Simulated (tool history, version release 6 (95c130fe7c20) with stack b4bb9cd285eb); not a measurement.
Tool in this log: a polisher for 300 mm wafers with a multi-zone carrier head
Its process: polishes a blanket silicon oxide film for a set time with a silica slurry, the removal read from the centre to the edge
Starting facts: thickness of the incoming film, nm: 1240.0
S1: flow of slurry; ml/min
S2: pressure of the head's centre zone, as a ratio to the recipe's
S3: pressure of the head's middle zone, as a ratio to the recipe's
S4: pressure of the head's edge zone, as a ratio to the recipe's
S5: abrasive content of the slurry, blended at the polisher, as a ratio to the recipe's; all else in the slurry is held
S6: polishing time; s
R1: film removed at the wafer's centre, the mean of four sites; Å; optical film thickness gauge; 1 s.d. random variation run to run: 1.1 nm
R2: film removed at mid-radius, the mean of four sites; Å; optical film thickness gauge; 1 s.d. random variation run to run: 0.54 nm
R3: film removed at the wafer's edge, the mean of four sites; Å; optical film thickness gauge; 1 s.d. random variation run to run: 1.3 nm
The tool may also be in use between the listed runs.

run,day,S1,S2,S3,S4,S5,S6,R1,R2,R3
1,0.000,120,1.00,1.00,1.00,1.00,38,1175.90,1202.00,1200.60
2,0.267,110,1.01,0.95,0.98,0.90,38,1102.80,1077.20,1113.50
3,0.304,100,1.02,0.91,0.97,0.85,38,1055.80,978.11,1071.80
4,0.596,95,1.02,0.88,0.94,0.80,38,990.26,910.69,995.18
5,0.738,90,1.03,0.86,0.93,0.80,38,987.16,891.75,972.96
6,0.983,85,1.04,0.85,0.93,0.80,38,952.59,873.74,971.59
7,1.008,75,1.13,0.81,0.91,0.70,38,917.89,740.65,858.42

The next listed run, before its measurement:
8,1.179,80,1.11,0.81,0.92,0.70,38,?,?,?

{"run 8": {"R1": 927.87, "R2": 754.02, "R3": 872.99}}
